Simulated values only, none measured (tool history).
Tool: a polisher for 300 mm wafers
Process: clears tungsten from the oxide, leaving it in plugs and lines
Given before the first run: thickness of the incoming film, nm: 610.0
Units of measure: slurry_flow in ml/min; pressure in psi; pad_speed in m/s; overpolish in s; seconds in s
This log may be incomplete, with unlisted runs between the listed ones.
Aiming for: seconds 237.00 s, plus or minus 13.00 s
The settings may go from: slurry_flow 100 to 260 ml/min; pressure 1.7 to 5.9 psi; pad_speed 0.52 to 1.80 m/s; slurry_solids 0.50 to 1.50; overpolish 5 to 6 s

Run 1, hour 0.0: slurry_flow 165 ml/min, pressure 3.8 psi, pad_speed 1.16 m/s, slurry_solids 1.00, overpolish 6 s. Result: seconds 111.14 s.
Run 2, hour 8.4: slurry_flow 165 ml/min, pressure 3.6 psi, pad_speed 1.14 m/s, slurry_solids 1.00, overpolish 6 s. Result: seconds 116.65 s.
Run 3, hour 13.6: slurry_flow 165 ml/min, pressure 3.6 psi, pad_speed 1.26 m/s, slurry_solids 1.00, overpolish 6 s. Result: seconds 110.86 s.
Run 4, hour 22.7: slurry_flow 165 ml/min, pressure 2.8 psi, pad_speed 1.26 m/s, slurry_solids 1.00, overpolish 6 s. Result: seconds 136.66 s.
Run 5, hour 31.0: slurry_flow 165 ml/min, pressure 2.8 psi, pad_speed 1.26 m/s, slurry_solids 0.90, overpolish 6 s. Result: seconds 147.17 s.
Run 6, hour 31.8: slurry_flow 165 ml/min, pressure 2.8 psi, pad_speed 1.26 m/s, slurry_solids 0.90, overpolish 5 s. Result: seconds 142.91 s.
Run 7, hour 33.8: slurry_flow 165 ml/min, pressure 2.7 psi, pad_speed 1.24 m/s, slurry_solids 0.90, overpolish 5 s. Result: seconds 149.12 s.
Run 8, hour 34.6: slurry_flow 165 ml/min, pressure 2.6 psi, pad_speed 1.22 m/s, slurry_solids 0.90, overpolish 5 s. Result: seconds 158.75 s.
Run 9, hour 39.6: slurry_flow 165 ml/min, pressure 2.5 psi, pad_speed 1.20 m/s, slurry_solids 0.90, overpolish 5 s. Result: seconds 165.64 s.
Run 10, hour 48.2: slurry_flow 165 ml/min, pressure 2.4 psi, pad_speed 1.18 m/s, slurry_solids 0.90, overpolish 5 s. Result: seconds 174.60 s.
Run 11, hour 53.5: slurry_flow 165 ml/min, pressure 2.3 psi, pad_speed 1.16 m/s, slurry_solids 0.90, overpolish 5 s. Result: seconds 186.92 s.
Run 12, hour 54.3: slurry_flow 165 ml/min, pressure 2.2 psi, pad_speed 1.16 m/s, slurry_solids 0.90, overpolish 5 s. Result: seconds 197.77 s.
Run 13, hour 57.5: slurry_flow 165 ml/min, pressure 2.1 psi, pad_speed 1.16 m/s, slurry_solids 0.90, overpolish 5 s. Result: seconds 197.49 s.
Run 14, hour 61.4: slurry_flow 160 ml/min, pressure 1.7 psi, pad_speed 1.04 m/s, slurry_solids 0.90, overpolish 5 s. Result: seconds 270.70 s.
Run 15, hour 67.6: slurry_flow 165 ml/min, pressure 1.7 psi, pad_speed 1.04 m/s, slurry_solids 0.90, overpolish 5 s. Result: seconds 271.69 s.

Pick the move, out of 5, that brings all results within their allowed miss; only one does.
Run A, hour 73.8: slurry_flow 160 ml/min, pressure 1.9 psi, pad_speed 0.90 m/s, slurry_solids 0.80, overpolish 6 s. Result: seconds ?.
Run B, hour 73.8: slurry_flow 150 ml/min, pressure 1.8 psi, pad_speed 1.08 m/s, slurry_solids 0.80, overpolish 6 s. Result: seconds ?.
Run C, hour 73.8: slurry_flow 205 ml/min, pressure 2.4 psi, pad_speed 0.74 m/s, slurry_solids 0.55, overpolish 5 s. Result: seconds ?.
Run D, hour 73.8: slurry_flow 180 ml/min, pressure 1.7 psi, pad_speed 0.80 m/s, slurry_solids 1.00, overpolish 6 s. Result: seconds ?.
Run E, hour 73.8: slurry_flow 215 ml/min, pressure 1.7 psi, pad_speed 1.10 m/s, slurry_solids 1.05, overpolish 6 s. Result: seconds ?.

move  seconds
   A   276.42
   B   255.84
   C   269.84
   D   311.93
   E   238.46
A: lands further from the targets than the last run did
B: nearer the targets than the last run, but a result is still out of spec
C: nearer the targets than the last run, but a result is still out of spec
D: lands further from the targets than the last run did
E: all results land within tolerance of their targets
Answer: E
